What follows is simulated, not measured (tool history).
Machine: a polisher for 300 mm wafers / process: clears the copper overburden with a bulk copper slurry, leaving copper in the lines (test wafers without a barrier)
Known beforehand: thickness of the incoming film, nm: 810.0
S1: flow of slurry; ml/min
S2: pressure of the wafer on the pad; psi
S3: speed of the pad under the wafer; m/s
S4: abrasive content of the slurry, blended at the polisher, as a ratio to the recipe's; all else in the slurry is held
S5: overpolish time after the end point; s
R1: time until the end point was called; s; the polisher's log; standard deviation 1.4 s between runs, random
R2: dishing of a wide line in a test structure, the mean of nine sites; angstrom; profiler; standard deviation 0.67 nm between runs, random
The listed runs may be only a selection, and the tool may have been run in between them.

{"run": 1, "hour": 0.0, "S1": 270, "S2": 2.4, "S3": 1.18, "S4": 1.0, "S5": 14, "R1": 72.122, "R2": 560.98}
{"run": 2, "hour": 0.9, "S1": 270, "S2": 2.2, "S3": 1.18, "S4": 1.0, "S5": 14, "R1": 78.108, "R2": 529.76}
{"run": 3, "hour": 9.4, "S1": 270, "S2": 2.2, "S3": 1.18, "S4": 0.9, "S5": 14, "R1": 81.46, "R2": 528.88}
{"run": 4, "hour": 14.4, "S1": 270, "S2": 2.1, "S3": 1.14, "S4": 0.9, "S5": 14, "R1": 87.312, "R2": 503.64}
{"run": 5, "hour": 15.1, "S1": 270, "S2": 2.1, "S3": 1.14, "S4": 0.7, "S5": 14, "R1": 91.278, "R2": 510.09}
{"hour": 22.1, "done": "slurry nozzle cleaned"}
{"run": 6, "hour": 22.1, "S1": 270, "S2": 2.3, "S3": 1.14, "S4": 0.7, "S5": 14, "R1": 82.182, "R2": 530.08}
{"run": 7, "hour": 24.5, "S1": 260, "S2": 1.7, "S3": 0.96, "S4": 0.7, "S5": 8, "R1": 127.38, "R2": 312.73}
{"run": 8, "hour": 28.4, "S1": 260, "S2": 1.6, "S3": 0.96, "S4": 0.7, "S5": 9, "R1": 131.88, "R2": 320.08}

For run 9, what comes out?
{"run": 9, "hour": 29.2, "S1": 260, "S2": 1.5, "S3": 0.96, "S4": 0.7, "S5": 10, "R1": "?", "R2": "?"}

Run 9 yielded R1 139.950 s, R2 338.30 angstrom.
